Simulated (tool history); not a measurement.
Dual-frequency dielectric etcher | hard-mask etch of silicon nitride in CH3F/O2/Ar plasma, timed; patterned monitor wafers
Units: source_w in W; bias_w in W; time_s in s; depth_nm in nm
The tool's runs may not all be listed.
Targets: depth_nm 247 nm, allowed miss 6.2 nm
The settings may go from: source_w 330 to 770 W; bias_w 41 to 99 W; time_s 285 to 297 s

run    day  source_w  bias_w  time_s  depth_nm
  1      0       550      70     285    212.76
  2  0.254       580      70     285    214.44
  3  0.462       600      73     286    220.26
  4  0.517       670      73     286    226.14
  5  0.546       680      75     287    230.74
  6  0.738       680      70     287    221.99
  7  0.762       680      73   287.5    227.65
  8  0.992       680      75     288    229.72
  9  1.062       680      77     289    235.74
 10    1.2       680      78     289    236.47
 11  1.504       680      79   289.5    239.47
 12  1.667       680      80   289.5     237.3

4 next moves are on the table. One of them brings every result within its allowed miss. Which?
  A  1.829       670      84   292.5         ?
  B  1.829       740      88     297         ?
  C  1.829       700      91     297         ?
  D  1.829       770      85     297         ?

move  depth_nm
   A    244.43
   B    258.84
   C     258.9
   D    257.76
A: meets every target
B: takes the result that was furthest off past its target
C: takes the result that was furthest off past its target
D: takes the result that was furthest off past its target
Move A is the one to make.
